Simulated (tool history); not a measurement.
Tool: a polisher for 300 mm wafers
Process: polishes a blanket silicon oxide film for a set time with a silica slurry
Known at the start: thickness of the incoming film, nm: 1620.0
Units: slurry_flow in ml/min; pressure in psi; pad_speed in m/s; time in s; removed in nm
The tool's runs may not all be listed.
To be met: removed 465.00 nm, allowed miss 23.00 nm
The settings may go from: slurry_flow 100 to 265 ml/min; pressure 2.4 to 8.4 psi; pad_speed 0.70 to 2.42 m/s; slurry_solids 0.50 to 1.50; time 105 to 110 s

run	hour	slurry_flow	pressure	pad_speed	slurry_solids	time	removed
1	0.0	170	5.4	1.56	1.00	105	328.00
2	1.5	170	4.6	1.56	1.00	105	282.43
3	6.1	170	5.3	1.58	1.00	105	332.41
4	10.8	170	5.3	1.58	0.90	105	310.29
5	16.8	170	5.3	1.24	0.90	105	276.47
6	19.0	170	4.0	1.24	0.90	105	214.85
7	27.9	170	5.0	1.28	0.90	105	264.21
8	30.9	170	5.7	1.30	0.90	105	305.39
9	38.6	175	7.2	1.38	0.90	105	397.37
10	42.9	175	7.4	1.38	0.90	105	414.56
11	47.2	175	7.4	1.38	0.90	105	406.21
12	54.5	175	7.6	1.38	0.90	105	424.85
13	62.4	175	7.7	1.38	0.90	105	430.66
14	66.1	175	7.8	1.38	0.90	105	427.31

Which of these 5 next moves meets every target?
A	69.8	190	7.0	1.26	1.05	106	?
B	69.8	250	7.8	1.16	1.05	105	?
C	69.8	175	7.1	1.42	0.95	106	?
D	69.8	175	7.5	1.16	1.10	105	?
E	69.8	165	8.1	1.46	0.85	108	?

move	removed
A	403.19
B	436.29
C	418.07
D	409.33
E	466.82
A: further off than the last run
B: nearer than the last run, and not there yet
C: further off than the last run
D: further off than the last run
E: meets every target
Move E is the one to make.
